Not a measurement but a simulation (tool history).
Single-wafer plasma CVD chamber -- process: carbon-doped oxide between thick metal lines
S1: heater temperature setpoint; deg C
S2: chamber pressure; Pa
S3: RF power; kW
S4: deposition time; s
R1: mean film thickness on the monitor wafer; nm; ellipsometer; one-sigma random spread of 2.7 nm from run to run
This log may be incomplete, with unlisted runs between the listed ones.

{"run": 1, "day": 0.0, "S1": 355, "S2": 727, "S3": 0.555, "S4": 97, "R1": 533.51}
{"run": 2, "day": 0.112, "S1": 362, "S2": 727, "S3": 0.555, "S4": 97, "R1": 523.22}
{"run": 3, "day": 0.133, "S1": 358, "S2": 727, "S3": 0.555, "S4": 97, "R1": 527.12}
{"run": 4, "day": 0.471, "S1": 354, "S2": 727, "S3": 0.555, "S4": 97, "R1": 530.25}
{"run": 5, "day": 0.608, "S1": 361, "S2": 727, "S3": 0.555, "S4": 97, "R1": 526.89}
{"run": 6, "day": 0.758, "S1": 361, "S2": 727, "S3": 0.555, "S4": 100.1, "R1": 542.28}
{"day": 1.125, "done": "thermocouple changed; heater temperature recalibrated"}
{"run": 7, "day": 1.125, "S1": 361, "S2": 711, "S3": 0.55, "S4": 100.1, "R1": 540.55}
{"run": 8, "day": 1.217, "S1": 361, "S2": 700, "S3": 0.545, "S4": 100, "R1": 537.08}
{"run": 9, "day": 1.417, "S1": 361, "S2": 695, "S3": 0.535, "S4": 99.9, "R1": 537.37}

Run 10 has not been measured yet. What should we expect?
{"run": 10, "day": 1.467, "S1": 361, "S2": 695, "S3": 0.525, "S4": 99.7, "R1": "?"}

Run 10 yielded R1 526.16 nm.
